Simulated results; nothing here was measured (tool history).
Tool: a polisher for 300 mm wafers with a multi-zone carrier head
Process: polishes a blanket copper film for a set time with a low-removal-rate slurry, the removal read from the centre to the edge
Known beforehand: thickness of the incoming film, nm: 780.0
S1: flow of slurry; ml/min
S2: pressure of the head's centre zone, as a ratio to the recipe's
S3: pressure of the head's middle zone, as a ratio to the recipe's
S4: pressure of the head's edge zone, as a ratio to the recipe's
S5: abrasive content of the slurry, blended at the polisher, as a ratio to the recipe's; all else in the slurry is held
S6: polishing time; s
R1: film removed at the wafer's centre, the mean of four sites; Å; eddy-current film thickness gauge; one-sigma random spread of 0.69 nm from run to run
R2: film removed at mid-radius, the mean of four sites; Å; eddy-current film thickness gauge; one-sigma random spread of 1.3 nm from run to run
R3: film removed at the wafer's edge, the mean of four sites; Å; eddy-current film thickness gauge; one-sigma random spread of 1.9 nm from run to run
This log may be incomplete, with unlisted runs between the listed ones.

{"run": 1, "day": 0.0, "S1": 240, "S2": 1, "S3": 1, "S4": 1, "S5": 1, "S6": 38, "R1": 1037.3, "R2": 1073.5, "R3": 1117.1}
{"run": 2, "day": 0.238, "S1": 245, "S2": 1, "S3": 1.01, "S4": 1.02, "S5": 1.05, "S6": 38, "R1": 1046.9, "R2": 1073, "R3": 1144.4}
{"run": 3, "day": 0.308, "S1": 185, "S2": 1, "S3": 1.01, "S4": 1.02, "S5": 1.05, "S6": 38, "R1": 1011.1, "R2": 1058.7, "R3": 1087.1}
{"run": 4, "day": 0.579, "S1": 185, "S2": 1, "S3": 1.01, "S4": 0.95, "S5": 1.05, "S6": 38, "R1": 1026.9, "R2": 1042.6, "R3": 1056.1}
{"run": 5, "day": 0.742, "S1": 200, "S2": 1, "S3": 1.02, "S4": 0.97, "S5": 1.1, "S6": 38, "R1": 1040, "R2": 1075.8, "R3": 1090}
{"day": 0.829, "done": "edge zone pressure recalibrated"}
{"run": 6, "day": 0.829, "S1": 175, "S2": 1, "S3": 1.02, "S4": 0.97, "S5": 1.1, "S6": 38, "R1": 1014.4, "R2": 1057.8, "R3": 1023.4}
{"run": 7, "day": 0.962, "S1": 195, "S2": 1, "S3": 1.03, "S4": 0.98, "S5": 1.1, "S6": 38, "R1": 1037.9, "R2": 1066.7, "R3": 1042.4}

Forecast run 8:
{"run": 8, "day": 1.192, "S1": 210, "S2": 0.99, "S3": 1.03, "S4": 1, "S5": 1.15, "S6": 38, "R1": "?", "R2": "?", "R3": "?"}

Run 8 produced R1 1029.4 Å, R2 1097.4 Å, R3 1086.8 Å.
